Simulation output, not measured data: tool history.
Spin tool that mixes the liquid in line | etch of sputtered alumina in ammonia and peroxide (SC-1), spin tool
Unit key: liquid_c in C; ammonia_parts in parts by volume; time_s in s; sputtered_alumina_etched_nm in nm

{"run": 1, "day": 0.0, "liquid_c": 54.0, "ammonia_parts": 0.5, "time_s": 95, "sputtered_alumina_etched_nm": 6.0311}
{"run": 2, "day": 0.158, "liquid_c": 54.0, "ammonia_parts": 0.5, "time_s": 75, "sputtered_alumina_etched_nm": 4.7133}
{"run": 3, "day": 0.408, "liquid_c": 55.5, "ammonia_parts": 0.5, "time_s": 75, "sputtered_alumina_etched_nm": 5.1678}
{"run": 4, "day": 0.675, "liquid_c": 51.0, "ammonia_parts": 0.5, "time_s": 75, "sputtered_alumina_etched_nm": 3.9704}
{"run": 5, "day": 0.729, "liquid_c": 44.5, "ammonia_parts": 0.5, "time_s": 75, "sputtered_alumina_etched_nm": 2.8233}
{"run": 6, "day": 1.008, "liquid_c": 47.5, "ammonia_parts": 0.5, "time_s": 75, "sputtered_alumina_etched_nm": 3.3102}
{"run": 7, "day": 1.258, "liquid_c": 55.5, "ammonia_parts": 0.55, "time_s": 75, "sputtered_alumina_etched_nm": 5.1358}
{"run": 8, "day": 1.433, "liquid_c": 57.0, "ammonia_parts": 0.55, "time_s": 75, "sputtered_alumina_etched_nm": 5.6509}
{"run": 9, "day": 1.696, "liquid_c": 58.0, "ammonia_parts": 0.55, "time_s": 75, "sputtered_alumina_etched_nm": 5.8671}
{"run": 10, "day": 1.95, "liquid_c": 58.0, "ammonia_parts": 0.55, "time_s": 75, "sputtered_alumina_etched_nm": 5.9674}
{"run": 11, "day": 2.154, "liquid_c": 59.0, "ammonia_parts": 0.55, "time_s": 75, "sputtered_alumina_etched_nm": 6.2607}
{"run": 12, "day": 2.229, "liquid_c": 60.0, "ammonia_parts": 0.55, "time_s": 75, "sputtered_alumina_etched_nm": 6.4705}

What will run 13 give?
{"run": 13, "day": 2.404, "liquid_c": 61.0, "ammonia_parts": 0.55, "time_s": 75, "sputtered_alumina_etched_nm": "?"}

Run 13 measured sputtered_alumina_etched_nm 6.8353 nm.
